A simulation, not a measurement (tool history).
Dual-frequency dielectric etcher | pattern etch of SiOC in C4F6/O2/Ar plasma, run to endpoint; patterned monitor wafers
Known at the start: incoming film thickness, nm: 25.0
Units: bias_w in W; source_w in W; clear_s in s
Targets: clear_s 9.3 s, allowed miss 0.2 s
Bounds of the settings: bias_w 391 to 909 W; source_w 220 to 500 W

run	hour	bias_w	source_w	clear_s
1	0	650	360	7.7139
2	2.1	585	360	8.1687
3	6	585	400	7.8208
4	10.8	695	400	7.1392
5	12.9	615	390	7.6015
6	16.9	551	390	8.0789
7	23.5	551	390	8.0228
8	27.4	509	380	8.505
9	34.1	482	380	8.7774
10	38	404	370	9.8333
11	41.4	418	370	9.7232

5 next moves are on the table. One of them brings every result within its allowed miss. Which?
A	44.8	413	360	?
B	44.8	397	380	?
C	44.8	434	340	?
D	44.8	391	370	?
E	44.8	441	370	?

move	clear_s
A	9.767
B	9.7058
C	9.7969
D	9.9272
E	9.2857
A: further off than the last run
B: as far off as the last run
C: further off than the last run
D: further off than the last run
E: meets every target
Move E is the one to make.
